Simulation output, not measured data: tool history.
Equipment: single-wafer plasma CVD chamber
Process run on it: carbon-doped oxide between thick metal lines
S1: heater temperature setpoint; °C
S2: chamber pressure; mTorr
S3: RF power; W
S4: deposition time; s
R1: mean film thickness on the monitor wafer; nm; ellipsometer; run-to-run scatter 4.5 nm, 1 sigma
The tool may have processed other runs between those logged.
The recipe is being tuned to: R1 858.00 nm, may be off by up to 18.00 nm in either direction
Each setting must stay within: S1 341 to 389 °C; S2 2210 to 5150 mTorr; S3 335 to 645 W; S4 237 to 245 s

run	hour	S1	S2	S3	S4	R1
1	0.0	365	3680	490	237	971.68
2	8.3	360	3680	490	237	986.18
3	11.2	363	3450	475	237	955.30
4	17.5	363	4050	475	237	971.11
5	25.5	365	3880	455	237	931.78
6	30.6	365	3880	455	245	962.71
7	31.4	367	3750	440	245	928.33
8	39.7	370	3630	435	245	910.85
9	40.6	372	3540	430	245	894.84
10	42.1	374	3480	430	245	877.30
11	49.9	375	3460	430	245	885.49
12	53.0	376	3410	430	245	882.45

4 next moves are on the table. One of them brings every result within its allowed miss. Which?
A	56.1	383	3250	450	245	?
B	56.1	379	3720	435	237	?
C	56.1	372	3860	455	237	?
D	56.1	375	3620	440	245	?

move	R1
A	895.69
B	858.73
C	909.37
D	902.09
A: misses by more than the last run did
B: all results in spec
C: misses by more than the last run did
D: misses by more than the last run did
Correct choice: B, which meets every target
